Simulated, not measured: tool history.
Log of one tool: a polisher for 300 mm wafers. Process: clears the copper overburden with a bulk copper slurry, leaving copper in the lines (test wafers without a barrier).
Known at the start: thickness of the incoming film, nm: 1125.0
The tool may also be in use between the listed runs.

run,hour,flow of slurry (ml/min),pressure of the wafer on the pad (kPa),speed of the pad under the wafer (cm/s),abrasive content of the slurry,overpolish time after the end point (s),time until the end point was called (s),dishing of a wide line in a test structure (nm)
1,0,175,15.9,106,1,10,114.2,49.324
2,1.7,175,15.9,106,1,14,117.57,64.709
3,8.7,175,13.8,106,1,14,130.11,55.677
4,12.6,175,13.8,82,1,14,169.43,46.844
5,18.1,175,13.8,82,1,12,170.18,41.167
6,23.7,175,10.3,82,1,12,227.21,31.797

The next listed run, before its measurement:
7,31.3,175,11,82,1,12,?,?

Run 7 gave time until the end point was called (s) 209.49, dishing of a wide line in a test structure (nm) 34.789.

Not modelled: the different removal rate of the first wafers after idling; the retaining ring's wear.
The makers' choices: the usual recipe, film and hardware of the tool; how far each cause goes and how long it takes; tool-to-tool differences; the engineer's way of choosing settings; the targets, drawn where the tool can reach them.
